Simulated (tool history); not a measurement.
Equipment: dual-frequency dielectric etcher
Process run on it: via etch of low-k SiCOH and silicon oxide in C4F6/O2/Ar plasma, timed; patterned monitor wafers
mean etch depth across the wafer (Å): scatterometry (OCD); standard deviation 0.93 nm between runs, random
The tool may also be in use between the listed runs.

| run | hour | source power (W) | bias power (W) | etch time (s) | mean etch depth across the wafer (Å) |
|---|---|---|---|---|---|
| 1 | 0 | 240 | 215 | 81.5 | 1886.4 |
| 2 | 4.1 | 240 | 215 | 84.5 | 1936 |
| 3 | 9 | 240 | 215 | 84.5 | 1920.8 |
| 4 | 15.5 | 200 | 215 | 84.5 | 1739.4 |
| 5 | 21 | 180 | 215 | 84.5 | 1626.8 |
| 6 | 25.2 | 150 | 215 | 84.5 | 1408.6 |

Run 7 is up next; what results do you expect?
| 7 | 26 | 160 | 216 | 84.5 | ? |

mean etch depth across the wafer (Å): 1500.4
